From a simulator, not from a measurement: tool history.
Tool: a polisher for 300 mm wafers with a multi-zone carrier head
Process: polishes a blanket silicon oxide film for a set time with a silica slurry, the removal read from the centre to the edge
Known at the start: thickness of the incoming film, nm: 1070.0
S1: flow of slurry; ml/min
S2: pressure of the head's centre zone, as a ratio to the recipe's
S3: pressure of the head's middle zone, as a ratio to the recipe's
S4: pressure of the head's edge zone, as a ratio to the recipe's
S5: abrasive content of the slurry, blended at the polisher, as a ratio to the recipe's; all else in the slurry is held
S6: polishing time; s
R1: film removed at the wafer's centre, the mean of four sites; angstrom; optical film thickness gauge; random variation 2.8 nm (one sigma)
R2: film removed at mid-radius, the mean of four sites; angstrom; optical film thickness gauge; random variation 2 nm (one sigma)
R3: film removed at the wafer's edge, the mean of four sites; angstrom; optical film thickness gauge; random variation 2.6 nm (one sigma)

run 1 hour=0 | S1=300 S2=1 S3=1 S4=1 S5=1 S6=82 | R1=3786.2 R2=3673 R3=3501.9
run 2 hour=4 | S1=300 S2=1 S3=1 S4=0.96 S5=1 S6=82 | R1=3672.4 R2=3735.1 R3=3506
run 3 hour=6 | S1=295 S2=0.99 S3=0.98 S4=0.96 S5=0.9 S6=77 | R1=3257.7 R2=3212.3 R3=3059.4
run 4 hour=11.3 | S1=335 S2=0.99 S3=0.98 S4=0.96 S5=0.9 S6=77 | R1=3306.2 R2=3211.5 R3=3080.6
run 5 hour=15.1 | S1=275 S2=0.99 S3=0.98 S4=0.96 S5=0.9 S6=77 | R1=3192.3 R2=3096.5 R3=3116.9
run 6 hour=18.9 | S1=275 S2=0.99 S3=0.9 S4=0.96 S5=0.9 S6=77 | R1=3139.2 R2=2895 R3=3082.9
run 7 hour=25.8 | S1=285 S2=0.98 S3=0.9 S4=0.95 S5=0.85 S6=74 | R1=2904.7 R2=2722.9 R3=2837.6
run 8 hour=31.3 | S1=285 S2=0.98 S3=0.9 S4=0.95 S5=0.85 S6=74 | R1=2931.8 R2=2676.9 R3=2788.2
run 9 hour=34.8 | S1=285 S2=0.96 S3=0.89 S4=0.93 S5=0.8 S6=73 | R1=2724.5 R2=2519.7 R3=2576.6
run 10 hour=41.6 | S1=265 S2=0.86 S3=0.81 S4=0.88 S5=0.55 S6=71 | R1=1412.3 R2=1400 R3=1534.8
run 11 hour=48.6 | S1=275 S2=0.88 S3=0.83 S4=0.9 S5=0.55 S6=71 | R1=1457.8 R2=1444.6 R3=1559.6
run 12 hour=57.5 | S1=275 S2=0.88 S3=0.83 S4=0.9 S5=0.55 S6=71 | R1=1489.7 R2=1425.5 R3=1527.5
run 13 hour=60.4 | S1=260 S2=0.89 S3=0.86 S4=0.92 S5=0.55 S6=71 | R1=1516.2 R2=1483.3 R3=1574.3
run 14 hour=69 | S1=270 S2=0.9 S3=0.88 S4=0.95 S5=0.55 S6=71 | R1=1491.3 R2=1512.8 R3=1589.7
run 15 hour=75.2 | S1=275 S2=0.92 S3=0.89 S4=0.97 S5=0.55 S6=71 | R1=1572.2 R2=1510.2 R3=1587.3
run 16 hour=80.9 | S1=260 S2=0.92 S3=0.9 S4=0.96 S5=0.55 S6=71 | R1=1504.1 R2=1518.3 R3=1595.5
run 17 hour=87.6 | S1=260 S2=0.94 S3=0.91 S4=0.97 S5=0.55 S6=71 | R1=1583.6 R2=1513.5 R3=1560.2

The next listed run, before its measurement:
run 18 hour=93.5 | S1=285 S2=0.94 S3=0.91 S4=0.97 S5=0.55 S6=71 | R1=? R2=? R3=?

Run 18 gave R1 1607.7 angstrom, R2 1588.7 angstrom, R3 1626.6 angstrom.
